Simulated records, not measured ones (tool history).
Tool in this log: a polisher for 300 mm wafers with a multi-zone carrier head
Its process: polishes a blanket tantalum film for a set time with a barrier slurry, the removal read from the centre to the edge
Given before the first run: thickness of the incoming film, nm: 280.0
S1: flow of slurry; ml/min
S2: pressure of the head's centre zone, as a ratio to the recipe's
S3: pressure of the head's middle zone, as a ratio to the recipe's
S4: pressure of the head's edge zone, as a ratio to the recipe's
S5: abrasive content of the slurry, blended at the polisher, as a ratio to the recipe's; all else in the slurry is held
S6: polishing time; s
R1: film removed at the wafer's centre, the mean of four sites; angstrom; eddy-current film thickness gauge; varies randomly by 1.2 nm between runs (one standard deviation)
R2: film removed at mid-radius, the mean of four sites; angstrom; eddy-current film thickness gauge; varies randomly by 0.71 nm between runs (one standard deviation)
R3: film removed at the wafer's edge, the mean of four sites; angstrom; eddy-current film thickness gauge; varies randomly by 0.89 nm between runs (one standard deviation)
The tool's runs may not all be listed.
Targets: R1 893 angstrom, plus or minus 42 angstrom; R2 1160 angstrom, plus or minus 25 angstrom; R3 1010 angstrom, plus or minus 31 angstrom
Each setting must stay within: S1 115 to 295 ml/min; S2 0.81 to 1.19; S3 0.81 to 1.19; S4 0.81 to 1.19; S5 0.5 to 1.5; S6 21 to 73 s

run 1 hour=0 | S1=190 S2=1 S3=1 S4=1 S5=1 S6=47 | R1=688.56 R2=709.88 R3=721.14
run 2 hour=5.3 | S1=205 S2=0.99 S3=1.04 S4=1.02 S5=1.1 S6=48 | R1=740.82 R2=774.4 R3=770.86
run 3 hour=13.1 | S1=205 S2=0.99 S3=1.04 S4=1.02 S5=1 S6=48 | R1=720.53 R2=757.93 R3=737.58
run 4 hour=18 | S1=215 S2=0.96 S3=1.07 S4=1.02 S5=1.1 S6=50 | R1=760.43 R2=829.23 R3=793.27
run 5 hour=23.1 | S1=220 S2=0.93 S3=1.1 S4=1.02 S5=1.2 S6=52 | R1=785.14 R2=912.07 R3=858.8
run 6 hour=27 | S1=220 S2=0.93 S3=1.1 S4=1.02 S5=1 S6=52 | R1=742.75 R2=868.4 R3=805.46
run 7 hour=35.2 | S1=270 S2=0.89 S3=1.19 S4=1.02 S5=1.25 S6=54 | R1=829.35 R2=1049.2 R3=900.39
run 8 hour=37.9 | S1=270 S2=0.88 S3=1.19 S4=1.02 S5=1.3 S6=54 | R1=808.05 R2=1069.8 R3=922.8
run 9 hour=45.8 | S1=270 S2=0.89 S3=1.19 S4=1.02 S5=1.35 S6=54 | R1=820.28 R2=1066.9 R3=924.24
run 10 hour=48.4 | S1=270 S2=0.89 S3=1.19 S4=1.02 S5=1.4 S6=55 | R1=860.24 R2=1096.9 R3=954.15
run 11 hour=57.3 | S1=275 S2=0.88 S3=1.19 S4=1.02 S5=1.4 S6=55 | R1=851.36 R2=1105.1 R3=944.1
run 12 hour=64.8 | S1=275 S2=0.88 S3=1.19 S4=1.03 S5=1.4 S6=55 | R1=834.38 R2=1091.8 R3=954.86
run 13 hour=67.3 | S1=275 S2=0.88 S3=1.19 S4=1.03 S5=1.4 S6=56 | R1=866.36 R2=1117.2 R3=969.88

Of the 5 settings listed for the next run, only one would bring every result within its allowed miss of target. Which one?
run A hour=69.8 | S1=295 S2=0.9 S3=1.14 S4=0.99 S5=1.35 S6=55 | R1=? R2=? R3=?
run B hour=69.8 | S1=290 S2=0.85 S3=1.19 S4=1.13 S5=1.3 S6=56 | R1=? R2=? R3=?
run C hour=69.8 | S1=250 S2=0.88 S3=1.13 S4=0.99 S5=1.35 S6=59 | R1=? R2=? R3=?
run D hour=69.8 | S1=260 S2=0.87 S3=1.19 S4=1.03 S5=1.25 S6=60 | R1=? R2=? R3=?
run E hour=69.8 | S1=295 S2=0.87 S3=1.17 S4=1.02 S5=1.4 S6=54 | R1=? R2=? R3=?

move=A R1=861.5 R2=1061.6 R3=912.85
move=B R1=823.18 R2=1108.9 R3=975.84
move=C R1=889.44 R2=1112.8 R3=967.82
move=D R1=881.88 R2=1164.1 R3=984.34
move=E R1=827.11 R2=1075 R3=915.72
A: moves away from the targets compared with the last run
B: moves away from the targets compared with the last run
C: moves away from the targets compared with the last run
D: hits every target within its allowed miss
E: moves away from the targets compared with the last run
D is the move that brings every result within its allowed miss.
